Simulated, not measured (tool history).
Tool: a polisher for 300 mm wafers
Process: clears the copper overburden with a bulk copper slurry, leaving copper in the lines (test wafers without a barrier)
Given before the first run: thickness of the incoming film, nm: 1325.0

run,hour,flow of slurry (ml/min),pressure of the wafer on the pad (psi),speed of the pad under the wafer (m/s),abrasive content of the slurry,overpolish time after the end point (s),time until the end point was called (s),dishing of a wide line in a test structure (nm)
1,0,255,2.7,1.22,1,9,145.65,49.683
2,3.8,255,2.8,1.22,1,9,142.16,53.366
3,11,255,2.8,1.32,1,9,132.28,55.408
4,11.9,255,2.9,1.32,1,9,127.9,58.117
5,14.1,255,3,1.32,1,8,124.49,52.269
6,20,255,3,1.02,1,8,158.05,43.681
# hour 22.9: worn pad replaced by a new one
7,22.9,255,3.2,1.04,1,8,132.17,52.743
8,30.9,255,3.3,1.04,1,8,130.48,52.721
9,31.5,255,3.4,1.04,1,8,125.35,55.92
10,38.1,255,3.5,1.04,1,8,122.79,55.341
11,43.5,255,3.6,1.04,1,8,119.81,56.609
12,45.1,255,3.7,1.04,1,8,116.75,58.638
13,48.9,260,3.9,1.04,1,7,109.98,54.118

Run 14 comes next. What will it give?
14,55.7,260,4,1.04,1,7,?,?

Logged for run 14: time until the end point was called (s) 107.4, dishing of a wide line in a test structure (nm) 55.165.

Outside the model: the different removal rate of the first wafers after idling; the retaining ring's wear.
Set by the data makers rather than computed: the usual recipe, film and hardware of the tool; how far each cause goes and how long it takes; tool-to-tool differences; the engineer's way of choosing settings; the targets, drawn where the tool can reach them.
